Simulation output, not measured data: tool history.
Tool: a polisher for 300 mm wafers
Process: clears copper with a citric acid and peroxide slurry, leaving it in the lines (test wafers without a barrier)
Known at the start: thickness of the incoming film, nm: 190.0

| run | day | flow of slurry (ml/min) | pressure of the wafer on the pad (kPa) | speed of the pad under the wafer (m/s) | abrasive content of the slurry | overpolish time after the end point (s) | time until the end point was called (s) | dishing of a wide line in a test structure (angstrom) |
|---|---|---|---|---|---|---|---|---|
| 1 | 0 | 280 | 16.5 | 1.08 | 1 | 20 | 88.854 | 355.24 |
| 2 | 0.179 | 280 | 16.5 | 1.32 | 1 | 20 | 73.139 | 434.86 |
| 3 | 0.517 | 280 | 15.2 | 1.32 | 1 | 23 | 75.402 | 455.47 |
| 4 | 0.762 | 325 | 15.2 | 1.32 | 1 | 23 | 74.356 | 474.92 |
| 5 | 1 | 325 | 17.9 | 1.32 | 1 | 23 | 67.41 | 515.23 |
| 6 | 1.221 | 325 | 15.2 | 1.3 | 1 | 26 | 77.776 | 504.52 |
| 7 | 1.325 | 325 | 13.8 | 1.28 | 1 | 28 | 82.544 | 500.76 |

The next listed run, before its measurement:
| 8 | 1.438 | 325 | 13.1 | 1.26 | 1 | 30 | ? | ? |

{"run 8": {"time until the end point was called (s)": 81.845, "dishing of a wide line in a test structure (angstrom)": 506.64}}
